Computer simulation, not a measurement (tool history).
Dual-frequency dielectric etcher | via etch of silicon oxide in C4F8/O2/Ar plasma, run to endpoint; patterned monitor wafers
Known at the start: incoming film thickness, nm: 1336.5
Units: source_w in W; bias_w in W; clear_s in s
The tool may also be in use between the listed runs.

| run | hour | source_w | bias_w | clear_s |
|---|---|---|---|---|
| 1 | 0 | 2240 | 2289 | 256.34 |
| 2 | 8.4 | 2050 | 2289 | 272.93 |
| 3 | 17.2 | 2050 | 2453 | 264.39 |
| 4 | 19.4 | 2050 | 2758 | 246.08 |
| 5 | 28 | 2050 | 2405 | 265.77 |
| 6 | 33.2 | 1710 | 2405 | 299.29 |

Run 7 comes next. What will it give?
| 7 | 41.2 | 1990 | 2454 | ? |

{"run 7": {"clear_s": 274.7}}
